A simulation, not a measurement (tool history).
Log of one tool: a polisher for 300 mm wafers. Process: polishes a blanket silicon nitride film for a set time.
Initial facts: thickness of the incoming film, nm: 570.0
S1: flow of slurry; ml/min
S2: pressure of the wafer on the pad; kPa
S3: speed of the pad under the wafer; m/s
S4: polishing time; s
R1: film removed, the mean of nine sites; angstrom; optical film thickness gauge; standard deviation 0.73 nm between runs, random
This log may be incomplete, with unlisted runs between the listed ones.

run 1 hour=0.0 | S1=295 S2=19.3 S3=1.12 S4=69 | R1=977.27
run 2 hour=5.3 | S1=295 S2=17.9 S3=1.12 S4=69 | R1=908.55
run 3 hour=11.6 | S1=295 S2=17.9 S3=1.12 S4=69 | R1=909.99
run 4 hour=15.5 | S1=295 S2=17.9 S3=1.28 S4=69 | R1=977.11
run 5 hour=17.3 | S1=295 S2=16.5 S3=1.28 S4=69 | R1=918.42
run 6 hour=25.7 | S1=295 S2=15.2 S3=1.28 S4=69 | R1=823.40

Run 7 comes next. What will it give?
run 7 hour=33.6 | S1=295 S2=14.5 S3=1.28 S4=69 | R1=?

Run 7 produced R1 812.20 angstrom.

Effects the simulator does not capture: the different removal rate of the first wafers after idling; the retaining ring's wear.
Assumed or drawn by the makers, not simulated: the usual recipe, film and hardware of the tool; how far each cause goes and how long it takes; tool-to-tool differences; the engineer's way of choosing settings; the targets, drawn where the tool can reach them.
